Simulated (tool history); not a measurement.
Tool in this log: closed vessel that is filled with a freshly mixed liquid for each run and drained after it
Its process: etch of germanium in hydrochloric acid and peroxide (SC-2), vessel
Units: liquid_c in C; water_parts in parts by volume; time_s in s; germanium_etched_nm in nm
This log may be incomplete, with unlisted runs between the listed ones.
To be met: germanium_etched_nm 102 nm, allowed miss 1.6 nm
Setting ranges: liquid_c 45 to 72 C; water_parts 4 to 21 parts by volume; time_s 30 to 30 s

{"run": 1, "hour": 0.0, "liquid_c": 61, "water_parts": 11.5, "time_s": 30, "germanium_etched_nm": 79.824}
{"run": 2, "hour": 1.6, "liquid_c": 62, "water_parts": 11.5, "time_s": 30, "germanium_etched_nm": 81.762}
{"run": 3, "hour": 3.9, "liquid_c": 62, "water_parts": 10, "time_s": 30, "germanium_etched_nm": 83.25}
{"run": 4, "hour": 12.5, "liquid_c": 62, "water_parts": 10, "time_s": 30, "germanium_etched_nm": 83.961}
{"run": 5, "hour": 16.9, "liquid_c": 56, "water_parts": 10, "time_s": 30, "germanium_etched_nm": 70.096}
{"run": 6, "hour": 25.0, "liquid_c": 56, "water_parts": 10, "time_s": 30, "germanium_etched_nm": 69.988}
{"run": 7, "hour": 31.2, "liquid_c": 64, "water_parts": 9.5, "time_s": 30, "germanium_etched_nm": 88.623}
{"run": 8, "hour": 33.2, "liquid_c": 64.5, "water_parts": 9.5, "time_s": 30, "germanium_etched_nm": 90.468}
{"run": 9, "hour": 36.5, "liquid_c": 65, "water_parts": 9.5, "time_s": 30, "germanium_etched_nm": 91.996}
{"run": 10, "hour": 43.2, "liquid_c": 65.5, "water_parts": 9.5, "time_s": 30, "germanium_etched_nm": 93.206}
{"run": 11, "hour": 51.5, "liquid_c": 66, "water_parts": 9.5, "time_s": 30, "germanium_etched_nm": 93.753}

Next run, 4 choices. One meets every target within its allowed miss, the rest don't. Which?
{"run": "A", "hour": 59.8, "liquid_c": 65, "water_parts": 10.5, "time_s": 30, "germanium_etched_nm": "?"}
{"run": "B", "hour": 59.8, "liquid_c": 70.5, "water_parts": 9.5, "time_s": 30, "germanium_etched_nm": "?"}
{"run": "C", "hour": 59.8, "liquid_c": 65.5, "water_parts": 13.5, "time_s": 30, "germanium_etched_nm": "?"}
{"run": "D", "hour": 59.8, "liquid_c": 69.5, "water_parts": 11, "time_s": 30, "germanium_etched_nm": "?"}

move=A germanium_etched_nm=90.479
move=B germanium_etched_nm=106.76
move=C germanium_etched_nm=88.537
move=D germanium_etched_nm=101.96
A: further off than the last run
B: moves the result that the last run missed by most past its target, out the other side
C: further off than the last run
D: meets every target
The right move is D.

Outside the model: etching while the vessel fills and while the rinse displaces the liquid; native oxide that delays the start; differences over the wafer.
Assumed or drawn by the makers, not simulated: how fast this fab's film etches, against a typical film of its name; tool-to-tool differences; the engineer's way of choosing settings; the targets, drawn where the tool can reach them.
